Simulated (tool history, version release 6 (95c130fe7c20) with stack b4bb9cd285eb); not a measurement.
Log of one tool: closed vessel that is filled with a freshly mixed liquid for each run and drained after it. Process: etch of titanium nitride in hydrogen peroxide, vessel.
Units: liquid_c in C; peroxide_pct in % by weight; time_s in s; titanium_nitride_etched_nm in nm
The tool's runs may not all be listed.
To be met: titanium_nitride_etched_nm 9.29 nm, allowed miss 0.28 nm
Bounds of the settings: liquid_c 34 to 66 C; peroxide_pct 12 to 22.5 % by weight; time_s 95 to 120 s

{"run": 1, "day": 0.0, "liquid_c": 50, "peroxide_pct": 15.5, "time_s": 120, "titanium_nitride_etched_nm": 4.9913}
{"run": 2, "day": 0.288, "liquid_c": 51.5, "peroxide_pct": 15.5, "time_s": 120, "titanium_nitride_etched_nm": 5.5946}
{"run": 3, "day": 0.492, "liquid_c": 47, "peroxide_pct": 15.5, "time_s": 120, "titanium_nitride_etched_nm": 4.0325}
{"run": 4, "day": 0.533, "liquid_c": 53, "peroxide_pct": 15.5, "time_s": 120, "titanium_nitride_etched_nm": 6.2657}
{"run": 5, "day": 0.617, "liquid_c": 54, "peroxide_pct": 15.5, "time_s": 120, "titanium_nitride_etched_nm": 6.659}
{"run": 6, "day": 0.833, "liquid_c": 54, "peroxide_pct": 15.5, "time_s": 120, "titanium_nitride_etched_nm": 6.7338}
{"run": 7, "day": 1.175, "liquid_c": 55, "peroxide_pct": 15.5, "time_s": 120, "titanium_nitride_etched_nm": 7.2022}
{"day": 1.538, "done": "new drum of peroxide connected"}
{"run": 8, "day": 1.538, "liquid_c": 55.5, "peroxide_pct": 15.5, "time_s": 120, "titanium_nitride_etched_nm": 7.544}
{"run": 9, "day": 1.883, "liquid_c": 59, "peroxide_pct": 15.5, "time_s": 120, "titanium_nitride_etched_nm": 9.5232}

5 next moves are on the table. One of them brings every result within its allowed miss. Which?
{"run": "A", "day": 2.229, "liquid_c": 59.5, "peroxide_pct": 14.5, "time_s": 120, "titanium_nitride_etched_nm": "?"}
{"run": "B", "day": 2.229, "liquid_c": 60, "peroxide_pct": 17, "time_s": 115, "titanium_nitride_etched_nm": "?"}
{"run": "C", "day": 2.229, "liquid_c": 59, "peroxide_pct": 19.5, "time_s": 120, "titanium_nitride_etched_nm": "?"}
{"run": "D", "day": 2.229, "liquid_c": 60, "peroxide_pct": 15.5, "time_s": 120, "titanium_nitride_etched_nm": "?"}
{"run": "E", "day": 2.229, "liquid_c": 59, "peroxide_pct": 15.5, "time_s": 115, "titanium_nitride_etched_nm": "?"}

move=A titanium_nitride_etched_nm=9.7717
move=B titanium_nitride_etched_nm=10.02
move=C titanium_nitride_etched_nm=10.056
move=D titanium_nitride_etched_nm=10.253
move=E titanium_nitride_etched_nm=9.1783
A: further off than the last run
B: further off than the last run
C: further off than the last run
D: further off than the last run
E: meets every target
The right move is E.

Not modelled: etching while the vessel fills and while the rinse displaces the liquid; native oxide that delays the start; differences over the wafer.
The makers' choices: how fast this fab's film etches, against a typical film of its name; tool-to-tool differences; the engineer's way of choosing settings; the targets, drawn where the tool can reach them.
